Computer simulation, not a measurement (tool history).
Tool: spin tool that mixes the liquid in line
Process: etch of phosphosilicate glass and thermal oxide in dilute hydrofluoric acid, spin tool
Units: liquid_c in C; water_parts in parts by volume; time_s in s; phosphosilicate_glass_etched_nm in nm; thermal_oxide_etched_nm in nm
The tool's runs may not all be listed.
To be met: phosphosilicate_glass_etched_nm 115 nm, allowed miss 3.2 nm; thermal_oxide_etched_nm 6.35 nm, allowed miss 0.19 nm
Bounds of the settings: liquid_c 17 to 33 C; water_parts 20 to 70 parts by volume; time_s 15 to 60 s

run,hour,liquid_c,water_parts,time_s,phosphosilicate_glass_etched_nm,thermal_oxide_etched_nm
1,0,25,40,30,77.504,4.3273
2,1.1,27.5,40,30,88.6,4.8238
3,7.4,30,40,30,95.38,5.3607
4,15.5,28.5,40,30,90.254,4.9757
5,21.3,30,40,30,95.982,5.3198
6,23.2,31,40,30,100.91,5.5918
7,31.3,31.5,40,30,102.85,5.6023
8,34.9,32.5,35,30,121.7,6.6752
9,35.4,32,35,30,120.52,6.5988

4 next moves are on the table. One of them brings every result within its allowed miss. Which?
A,35.9,29.5,55,55,?,?
B,35.9,31,35,30,?,?
C,35.9,28.5,55,60,?,?
D,35.9,33,35,30,?,?

move,phosphosilicate_glass_etched_nm,thermal_oxide_etched_nm
A,122.86,6.7431
B,115.34,6.33
C,128.95,7.077
D,124.59,6.8378
A: further off than the last run
B: meets every target
C: further off than the last run
D: further off than the last run
The right move is B.

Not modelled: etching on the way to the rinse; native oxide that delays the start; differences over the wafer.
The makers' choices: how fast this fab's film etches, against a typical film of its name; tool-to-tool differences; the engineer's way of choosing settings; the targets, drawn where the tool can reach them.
